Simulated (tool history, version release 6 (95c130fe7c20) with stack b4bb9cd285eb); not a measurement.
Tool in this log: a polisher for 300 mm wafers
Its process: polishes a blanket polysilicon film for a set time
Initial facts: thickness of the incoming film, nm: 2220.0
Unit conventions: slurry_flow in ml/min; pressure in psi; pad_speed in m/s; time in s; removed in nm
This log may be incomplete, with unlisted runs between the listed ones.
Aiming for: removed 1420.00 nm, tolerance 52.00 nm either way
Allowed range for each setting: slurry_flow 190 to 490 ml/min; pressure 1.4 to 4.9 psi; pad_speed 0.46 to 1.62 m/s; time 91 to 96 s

{"run": 1, "day": 0.0, "slurry_flow": 315, "pressure": 3.1, "pad_speed": 1.04, "time": 91, "removed": 1031.5}
{"run": 2, "day": 0.096, "slurry_flow": 315, "pressure": 2.4, "pad_speed": 1.04, "time": 91, "removed": 837.04}
{"run": 3, "day": 0.121, "slurry_flow": 315, "pressure": 2.8, "pad_speed": 1.04, "time": 91, "removed": 944.41}
{"run": 4, "day": 0.267, "slurry_flow": 355, "pressure": 2.8, "pad_speed": 1.04, "time": 91, "removed": 947.21}
{"run": 5, "day": 0.417, "slurry_flow": 355, "pressure": 3.2, "pad_speed": 1.04, "time": 91, "removed": 1061.9}
{"run": 6, "day": 0.554, "slurry_flow": 355, "pressure": 3.4, "pad_speed": 1.04, "time": 91, "removed": 1116.3}
{"run": 7, "day": 0.642, "slurry_flow": 355, "pressure": 3.4, "pad_speed": 1.04, "time": 91, "removed": 1106.3}
{"run": 8, "day": 0.946, "slurry_flow": 355, "pressure": 3.6, "pad_speed": 1.04, "time": 91, "removed": 1198.5}
{"run": 9, "day": 1.242, "slurry_flow": 355, "pressure": 3.7, "pad_speed": 1.04, "time": 91, "removed": 1211.5}

Exactly one of the 5 candidate moves below puts every result within its allowed miss. Which one?
{"run": "A", "day": 1.538, "slurry_flow": 290, "pressure": 4.3, "pad_speed": 1.22, "time": 92, "removed": "?"}
{"run": "B", "day": 1.538, "slurry_flow": 420, "pressure": 3.4, "pad_speed": 1.16, "time": 95, "removed": "?"}
{"run": "C", "day": 1.538, "slurry_flow": 335, "pressure": 3.7, "pad_speed": 1.12, "time": 95, "removed": "?"}
{"run": "D", "day": 1.538, "slurry_flow": 285, "pressure": 3.5, "pad_speed": 1.36, "time": 95, "removed": "?"}
{"run": "E", "day": 1.538, "slurry_flow": 395, "pressure": 4.0, "pad_speed": 1.28, "time": 96, "removed": "?"}

move=A removed=1500.80
move=B removed=1263.50
move=C removed=1305.60
move=D removed=1398.50
move=E removed=1554.10
A: the result that was furthest off in the last run now lies on the other side of its target
B: nearer than the last run, and not there yet
C: nearer than the last run, and not there yet
D: hits every target within its allowed miss
E: the result that was furthest off in the last run now lies on the other side of its target
Correct choice: D, which meets every target

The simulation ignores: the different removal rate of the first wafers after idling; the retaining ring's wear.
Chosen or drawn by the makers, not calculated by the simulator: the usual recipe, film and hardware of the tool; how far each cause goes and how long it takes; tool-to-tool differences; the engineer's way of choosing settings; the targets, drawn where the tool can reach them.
